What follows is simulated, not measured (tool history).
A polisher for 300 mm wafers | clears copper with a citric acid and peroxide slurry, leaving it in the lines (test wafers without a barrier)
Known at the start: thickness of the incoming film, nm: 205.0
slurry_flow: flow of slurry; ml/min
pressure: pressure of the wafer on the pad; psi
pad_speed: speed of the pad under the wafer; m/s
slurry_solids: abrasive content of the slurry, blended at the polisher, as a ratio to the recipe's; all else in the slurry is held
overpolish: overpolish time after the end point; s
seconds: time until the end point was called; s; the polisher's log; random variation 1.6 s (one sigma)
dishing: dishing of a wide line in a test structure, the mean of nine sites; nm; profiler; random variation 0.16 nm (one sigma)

run 1 hour=0 | slurry_flow=315 pressure=3 pad_speed=1.02 slurry_solids=1 overpolish=22 | seconds=84.915 dishing=29.531
run 2 hour=3 | slurry_flow=315 pressure=2.6 pad_speed=1.02 slurry_solids=1 overpolish=21 | seconds=98.526 dishing=25.783
run 3 hour=9.7 | slurry_flow=315 pressure=2.6 pad_speed=1.02 slurry_solids=1 overpolish=29 | seconds=97.686 dishing=34.211
run 4 hour=11.4 | slurry_flow=285 pressure=2.6 pad_speed=1.02 slurry_solids=1 overpolish=29 | seconds=96.808 dishing=34.13
run 5 hour=13.2 | slurry_flow=325 pressure=2.6 pad_speed=1.02 slurry_solids=1 overpolish=29 | seconds=96.186 dishing=34.146
-- hour=21.5 head pressure recalibrated
run 6 hour=21.5 | slurry_flow=325 pressure=2.5 pad_speed=0.96 slurry_solids=1 overpolish=25 | seconds=113.71 dishing=26.092

Forecast run 7:
run 7 hour=27.9 | slurry_flow=320 pressure=2.4 pad_speed=0.96 slurry_solids=1 overpolish=22 | seconds=? dishing=?

seconds: 117.62 s
dishing: 22.27 nm

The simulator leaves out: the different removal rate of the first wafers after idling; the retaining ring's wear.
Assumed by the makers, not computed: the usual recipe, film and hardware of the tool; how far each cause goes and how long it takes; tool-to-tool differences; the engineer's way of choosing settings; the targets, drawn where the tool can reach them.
